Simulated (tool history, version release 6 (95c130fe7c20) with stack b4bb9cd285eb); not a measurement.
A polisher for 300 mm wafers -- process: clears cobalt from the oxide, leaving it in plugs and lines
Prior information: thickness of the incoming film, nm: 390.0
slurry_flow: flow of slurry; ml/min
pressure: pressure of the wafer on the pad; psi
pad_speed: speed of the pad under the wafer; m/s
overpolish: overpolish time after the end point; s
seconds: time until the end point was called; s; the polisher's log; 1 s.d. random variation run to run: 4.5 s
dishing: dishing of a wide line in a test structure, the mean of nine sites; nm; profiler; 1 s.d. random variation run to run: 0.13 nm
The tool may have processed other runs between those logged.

run	hour	slurry_flow	pressure	pad_speed	overpolish	seconds	dishing
1	0.0	130	2.4	0.90	17	84.471	32.6870
2	7.4	105	2.4	0.90	17	88.019	33.0210
3	12.2	135	2.0	0.74	13	120.830	25.8040
4	16.8	135	2.0	0.74	9	118.270	21.5040
5	24.4	155	1.7	0.64	8	157.390	17.1720
6	31.8	145	1.7	0.64	8	151.720	16.6160
7	35.3	125	1.5	0.56	7	195.860	12.5820
8	38.5	110	1.4	0.56	6	206.570	10.3710
9	40.5	100	1.3	0.56	6	217.680	10.0650

Forecast run 10:
10	42.3	80	1.1	0.54	5	?	?

{"run 10": {"seconds": 262.55, "dishing": 7.1846}}

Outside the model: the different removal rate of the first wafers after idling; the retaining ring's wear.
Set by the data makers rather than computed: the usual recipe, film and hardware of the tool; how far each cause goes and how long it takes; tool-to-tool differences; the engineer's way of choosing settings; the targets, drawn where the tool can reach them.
